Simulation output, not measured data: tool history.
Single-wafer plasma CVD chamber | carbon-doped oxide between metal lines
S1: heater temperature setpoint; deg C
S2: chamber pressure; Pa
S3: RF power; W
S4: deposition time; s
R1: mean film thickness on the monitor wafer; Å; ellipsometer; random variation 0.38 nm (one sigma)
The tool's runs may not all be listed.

Run 1, day 0: S1 370 deg C, S2 591 Pa, S3 410 W, S4 17.1 s. Result: R1 736.28 Å.
Run 2, day 0.1: S1 370 deg C, S2 524 Pa, S3 410 W, S4 17.1 s. Result: R1 729.85 Å.
Run 3, day 0.275: S1 369 deg C, S2 535 Pa, S3 435 W, S4 17.1 s. Result: R1 764.97 Å.
Run 4, day 0.458: S1 369 deg C, S2 535 Pa, S3 435 W, S4 17.1 s. Result: R1 761.43 Å.
Run 5, day 0.667: S1 369 deg C, S2 535 Pa, S3 435 W, S4 16.2 s. Result: R1 720.2 Å.
Run 6, day 0.842: S1 377 deg C, S2 535 Pa, S3 435 W, S4 16.2 s. Result: R1 710.23 Å.
Run 7, day 1.029: S1 375 deg C, S2 555 Pa, S3 460 W, S4 16.3 s. Result: R1 735.06 Å.
Run 8, day 1.154: S1 372 deg C, S2 560 Pa, S3 480 W, S4 16.5 s. Result: R1 773.73 Å.
Run 9, day 1.262: S1 370 deg C, S2 567 Pa, S3 495 W, S4 16.6 s. Result: R1 787.97 Å.

Forecast run 10:
Run 10, day 1.504: S1 369 deg C, S2 569 Pa, S3 505 W, S4 16.7 s. Result: R1 ?.

{"run 10": {"R1": 807.61}}
